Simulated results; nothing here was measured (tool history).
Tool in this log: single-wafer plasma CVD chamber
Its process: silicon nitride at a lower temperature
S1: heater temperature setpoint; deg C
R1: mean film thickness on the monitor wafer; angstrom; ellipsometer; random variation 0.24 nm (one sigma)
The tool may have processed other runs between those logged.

{"run": 1, "hour": 0.0, "S1": 370, "chamber pressure (Torr)": 1.29, "RF power (W)": 230, "deposition time (s)": 41.1, "R1": 367.2}
{"run": 2, "hour": 6.1, "S1": 378, "chamber pressure (Torr)": 1.29, "RF power (W)": 230, "deposition time (s)": 41.1, "R1": 363.65}
{"run": 3, "hour": 12.0, "S1": 385, "chamber pressure (Torr)": 1.29, "RF power (W)": 230, "deposition time (s)": 41.1, "R1": 362.71}
{"run": 4, "hour": 13.2, "S1": 385, "chamber pressure (Torr)": 1.37, "RF power (W)": 235, "deposition time (s)": 41.1, "R1": 374.21}
{"run": 5, "hour": 21.0, "S1": 385, "chamber pressure (Torr)": 1.43, "RF power (W)": 240, "deposition time (s)": 41.1, "R1": 388.56}
{"run": 6, "hour": 21.7, "S1": 385, "chamber pressure (Torr)": 1.53, "RF power (W)": 240, "deposition time (s)": 41.1, "R1": 397.85}
{"run": 7, "hour": 24.1, "S1": 385, "chamber pressure (Torr)": 1.57, "RF power (W)": 240, "deposition time (s)": 41.1, "R1": 402.44}
{"run": 8, "hour": 25.9, "S1": 385, "chamber pressure (Torr)": 1.61, "RF power (W)": 240, "deposition time (s)": 41.1, "R1": 404.63}

Estimate the outcome of run 9 from the log above:
{"run": 9, "hour": 28.1, "S1": 385, "chamber pressure (Torr)": 1.64, "RF power (W)": 240, "deposition time (s)": 41.1, "R1": "?"}

{"run 9": {"R1": 411.2}}

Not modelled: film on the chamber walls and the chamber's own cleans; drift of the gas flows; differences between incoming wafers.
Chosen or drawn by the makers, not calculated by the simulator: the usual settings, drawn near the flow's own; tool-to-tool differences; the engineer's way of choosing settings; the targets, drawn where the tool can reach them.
